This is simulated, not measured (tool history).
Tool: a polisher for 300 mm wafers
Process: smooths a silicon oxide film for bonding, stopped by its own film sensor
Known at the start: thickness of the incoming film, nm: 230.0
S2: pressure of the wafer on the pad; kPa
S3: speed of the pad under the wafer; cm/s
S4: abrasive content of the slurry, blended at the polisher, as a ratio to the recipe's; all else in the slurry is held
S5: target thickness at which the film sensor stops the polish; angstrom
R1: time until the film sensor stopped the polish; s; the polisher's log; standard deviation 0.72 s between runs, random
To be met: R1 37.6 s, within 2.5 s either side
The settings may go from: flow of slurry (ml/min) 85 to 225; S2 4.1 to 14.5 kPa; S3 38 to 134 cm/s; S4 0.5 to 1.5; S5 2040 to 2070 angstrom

{"run": 1, "hour": 0.0, "flow of slurry (ml/min)": 145, "S2": 9, "S3": 86, "S4": 1, "S5": 2040, "R1": 67.939}
{"run": 2, "hour": 4.5, "flow of slurry (ml/min)": 145, "S2": 10.3, "S3": 88, "S4": 1, "S5": 2040, "R1": 61.832}
{"run": 3, "hour": 8.6, "flow of slurry (ml/min)": 145, "S2": 11, "S3": 94, "S4": 1, "S5": 2040, "R1": 56.757}
{"run": 4, "hour": 15.9, "flow of slurry (ml/min)": 170, "S2": 11, "S3": 94, "S4": 1, "S5": 2040, "R1": 55.691}
{"run": 5, "hour": 18.3, "flow of slurry (ml/min)": 170, "S2": 11.7, "S3": 100, "S4": 1, "S5": 2040, "R1": 49.845}
{"run": 6, "hour": 22.8, "flow of slurry (ml/min)": 170, "S2": 12.4, "S3": 102, "S4": 1, "S5": 2040, "R1": 45.533}
{"run": 7, "hour": 28.2, "flow of slurry (ml/min)": 170, "S2": 13.1, "S3": 102, "S4": 1, "S5": 2040, "R1": 44.912}
{"run": 8, "hour": 36.3, "flow of slurry (ml/min)": 170, "S2": 13.1, "S3": 104, "S4": 1, "S5": 2040, "R1": 43.846}
{"run": 9, "hour": 37.8, "flow of slurry (ml/min)": 170, "S2": 13.1, "S3": 106, "S4": 1, "S5": 2040, "R1": 43.039}
{"run": 10, "hour": 41.8, "flow of slurry (ml/min)": 170, "S2": 13.1, "S3": 108, "S4": 1, "S5": 2040, "R1": 42.433}

Which one of the following 4 next-run settings gets every result inside its allowed miss? There is exactly one.
{"run": "A", "hour": 45.8, "flow of slurry (ml/min)": 170, "S2": 11.7, "S3": 112, "S4": 0.9, "S5": 2040, "R1": "?"}
{"run": "B", "hour": 45.8, "flow of slurry (ml/min)": 190, "S2": 14.5, "S3": 96, "S4": 0.8, "S5": 2060, "R1": "?"}
{"run": "C", "hour": 45.8, "flow of slurry (ml/min)": 170, "S2": 13.1, "S3": 102, "S4": 0.95, "S5": 2050, "R1": "?"}
{"run": "D", "hour": 45.8, "flow of slurry (ml/min)": 210, "S2": 11, "S3": 120, "S4": 1.05, "S5": 2060, "R1": "?"}

move=A R1=47.597
move=B R1=45.571
move=C R1=43.704
move=D R1=38.137
A: misses by more than the last run did
B: misses by more than the last run did
C: misses by more than the last run did
D: all results land within tolerance of their targets
D is the move that brings every result within its allowed miss.

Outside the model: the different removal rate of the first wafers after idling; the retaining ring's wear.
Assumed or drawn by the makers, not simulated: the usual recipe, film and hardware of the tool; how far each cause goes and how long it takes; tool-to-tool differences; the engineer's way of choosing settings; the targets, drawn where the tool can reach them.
